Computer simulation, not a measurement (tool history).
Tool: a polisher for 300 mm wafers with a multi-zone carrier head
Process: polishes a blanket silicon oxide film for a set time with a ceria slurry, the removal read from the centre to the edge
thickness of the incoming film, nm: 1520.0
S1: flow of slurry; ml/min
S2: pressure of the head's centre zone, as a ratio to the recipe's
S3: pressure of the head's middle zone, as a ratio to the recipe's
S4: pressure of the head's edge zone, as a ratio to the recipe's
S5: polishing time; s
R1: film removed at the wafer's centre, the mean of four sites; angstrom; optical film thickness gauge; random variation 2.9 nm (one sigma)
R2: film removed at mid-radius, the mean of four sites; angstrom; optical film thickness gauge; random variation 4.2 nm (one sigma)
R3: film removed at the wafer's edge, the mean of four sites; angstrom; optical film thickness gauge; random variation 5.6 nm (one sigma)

run,hour,S1,S2,S3,S4,S5,R1,R2,R3
1,0.0,170,1.00,1.00,1.00,81,3446.6,3757.5,3825.3
2,1.7,170,1.00,1.03,1.00,81,3454.0,3842.9,3798.2
3,3.2,170,1.00,1.09,1.00,81,3435.3,4102.9,3856.1
4,11.6,180,1.02,1.07,1.06,85,3757.8,4236.9,4145.6
5,14.0,180,1.02,1.00,1.06,85,3784.8,4032.3,4139.9
6,15.8,190,1.02,0.99,1.10,88,3902.1,4160.1,4439.6

The next listed run, before its measurement:
7,22.6,205,1.04,1.00,1.13,89,?,?,?

Run 7 gave R1 4027.8 angstrom, R2 4302.1 angstrom, R3 4628.2 angstrom.
